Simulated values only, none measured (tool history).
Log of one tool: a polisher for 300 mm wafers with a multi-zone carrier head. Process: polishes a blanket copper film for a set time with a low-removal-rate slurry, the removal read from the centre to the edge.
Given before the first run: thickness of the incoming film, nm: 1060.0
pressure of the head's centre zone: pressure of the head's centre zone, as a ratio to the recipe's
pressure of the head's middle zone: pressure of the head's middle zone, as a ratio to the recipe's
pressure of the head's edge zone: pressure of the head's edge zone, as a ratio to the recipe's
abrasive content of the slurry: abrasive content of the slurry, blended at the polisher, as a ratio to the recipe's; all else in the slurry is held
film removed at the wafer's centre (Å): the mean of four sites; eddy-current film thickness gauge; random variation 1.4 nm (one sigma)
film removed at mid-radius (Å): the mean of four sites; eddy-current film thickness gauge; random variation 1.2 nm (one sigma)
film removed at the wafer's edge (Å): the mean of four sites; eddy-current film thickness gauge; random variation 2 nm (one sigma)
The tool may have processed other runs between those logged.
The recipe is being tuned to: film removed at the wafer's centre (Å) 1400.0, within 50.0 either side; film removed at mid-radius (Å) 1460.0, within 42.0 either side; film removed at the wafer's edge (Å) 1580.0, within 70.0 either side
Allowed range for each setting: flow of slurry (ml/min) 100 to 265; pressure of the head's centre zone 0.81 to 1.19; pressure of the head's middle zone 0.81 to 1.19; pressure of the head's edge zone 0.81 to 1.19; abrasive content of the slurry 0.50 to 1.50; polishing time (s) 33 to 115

run,hour,flow of slurry (ml/min),pressure of the head's centre zone,pressure of the head's middle zone,pressure of the head's edge zone,abrasive content of the slurry,polishing time (s),film removed at the wafer's centre (Å),film removed at mid-radius (Å),film removed at the wafer's edge (Å)
1,0.0,170,1.00,1.00,1.00,1.00,73,1955.0,1910.5,1990.8
2,3.6,170,1.00,1.00,1.08,1.00,73,1945.6,1912.5,2022.0
3,9.6,170,1.00,1.05,1.08,1.00,73,1956.9,1994.7,2015.6
4,13.1,165,0.98,1.03,1.07,0.90,71,1854.2,1847.3,1885.2
5,18.5,155,0.94,1.01,1.07,0.85,70,1655.6,1752.4,1817.1
6,25.3,150,0.93,0.99,1.06,0.75,70,1574.0,1639.4,1745.3
7,27.0,145,0.92,0.98,1.04,0.70,70,1526.1,1589.5,1706.0
8,28.0,115,0.89,0.94,0.96,0.60,69,1264.4,1343.4,1460.5
9,32.6,165,0.90,0.95,1.00,0.60,69,1437.5,1510.3,1626.5

Which of these 4 next moves meets every target?
A,37.2,155,0.85,0.89,1.07,0.55,74,?,?,?
B,37.2,185,0.86,0.91,0.94,0.85,61,?,?,?
C,37.2,195,0.81,0.85,1.10,0.65,69,?,?,?
D,37.2,115,0.92,1.00,1.12,0.55,70,?,?,?

move,film removed at the wafer's centre (Å),film removed at mid-radius (Å),film removed at the wafer's edge (Å)
A,1428.0,1475.6,1734.6
B,1405.3,1453.5,1572.4
C,1410.0,1463.0,1779.8
D,1314.5,1400.5,1568.0
A: brings the result that was furthest off to its target, and leaves another outside
B: all results land within tolerance of their targets
C: brings the result that was furthest off to its target, and leaves another outside
D: carries the result that was furthest off beyond its target, to the other side
The move that meets every target is B.
